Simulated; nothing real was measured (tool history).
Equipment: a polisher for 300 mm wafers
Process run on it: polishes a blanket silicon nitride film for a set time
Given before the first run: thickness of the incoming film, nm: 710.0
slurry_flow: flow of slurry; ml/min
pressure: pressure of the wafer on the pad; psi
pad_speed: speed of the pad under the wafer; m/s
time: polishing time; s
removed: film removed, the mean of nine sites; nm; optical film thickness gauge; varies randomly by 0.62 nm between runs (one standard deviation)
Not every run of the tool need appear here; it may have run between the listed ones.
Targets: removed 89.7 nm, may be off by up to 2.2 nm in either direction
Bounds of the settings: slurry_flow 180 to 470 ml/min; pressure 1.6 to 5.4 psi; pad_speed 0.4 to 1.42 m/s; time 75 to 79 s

run,hour,slurry_flow,pressure,pad_speed,time,removed
1,0,300,3.5,0.9,75,125.38
2,6.2,295,3.1,0.9,75,111.79
3,13.2,295,3.6,0.9,75,128.73
4,20.5,295,3.6,0.9,79,136.13
5,29.2,295,3.6,1,79,145.88
6,35.5,290,3,1,79,122.31
7,39.4,280,2.7,1,79,111.32
8,40.9,270,2.5,1,79,100.64
9,43.2,245,2.5,1,79,100.11
10,49.6,245,2.1,1,79,85.307
11,51.7,260,2.1,1,79,85.996
12,52.2,270,2.1,1,79,85.924

Exercise: of the 5 proposed moves below, exactly one satisfies all targets within the stated allowed misses. Which move is it?
A,52.7,325,2,1.18,75,?
B,52.7,240,2.1,0.98,77,?
C,52.7,295,2.2,0.9,75,?
D,52.7,275,2.2,0.92,76,?
E,52.7,210,2.3,0.9,75,?

move,removed
A,89.039
B,81.727
C,80.486
D,82.15
E,80.546
A: all results in spec
B: further off than the last run
C: further off than the last run
D: further off than the last run
E: further off than the last run
A is the move that brings every result within its allowed miss.
